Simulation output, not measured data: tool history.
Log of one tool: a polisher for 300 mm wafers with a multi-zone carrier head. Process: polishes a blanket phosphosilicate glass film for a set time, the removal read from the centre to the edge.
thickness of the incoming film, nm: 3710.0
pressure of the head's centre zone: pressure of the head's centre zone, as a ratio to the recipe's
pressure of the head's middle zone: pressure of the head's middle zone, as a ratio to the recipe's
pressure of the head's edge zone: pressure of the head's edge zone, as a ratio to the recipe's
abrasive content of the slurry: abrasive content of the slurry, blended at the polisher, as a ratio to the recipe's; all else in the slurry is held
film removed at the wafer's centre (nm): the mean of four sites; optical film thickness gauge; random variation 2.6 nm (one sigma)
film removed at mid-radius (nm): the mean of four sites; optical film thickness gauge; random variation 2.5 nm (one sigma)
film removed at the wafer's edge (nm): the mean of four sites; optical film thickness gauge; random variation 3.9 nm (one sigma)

run  hour  flow of slurry (ml/min)  pressure of the head's centre zone  pressure of the head's middle zone  pressure of the head's edge zone  abrasive content of the slurry  polishing time (s)  film removed at the wafer's centre (nm)  film removed at mid-radius (nm)  film removed at the wafer's edge (nm)
  1   0.0                      275                                1.00                                1.00                              1.00                            1.00                  60                                   537.36                           552.55                                 542.28
  2   6.1                      275                                1.00                                1.00                              1.00                            1.10                  60                                   569.45                           580.82                                 585.20
  3  12.3                      270                                1.00                                0.96                              0.97                            1.00                  60                                   536.30                           532.36                                 530.15
  4  19.7                      270                                1.00                                0.96                              0.97                            0.80                  60                                   460.43                           455.21                                 459.21
  5  26.9                      265                                1.01                                0.94                              0.94                            0.75                  60                                   439.65                           429.16                                 431.10
     34.7  -- slurry nozzle cleaned
  6  34.7                      260                                1.02                                0.93                              0.91                            0.75                  60                                   458.78                           431.95                                 435.18
  7  39.6                      270                                1.02                                0.92                              0.89                            0.70                  60                                   427.85                           407.90                                 404.39

Run 8 comes next. What will it give?
  8  41.7                      285                                1.07                                0.85                              0.81                            0.65                  60                                        ?                                ?                                      ?

Run 8 gave film removed at the wafer's centre (nm) 424.67, film removed at mid-radius (nm) 364.27, film removed at the wafer's edge (nm) 357.88.
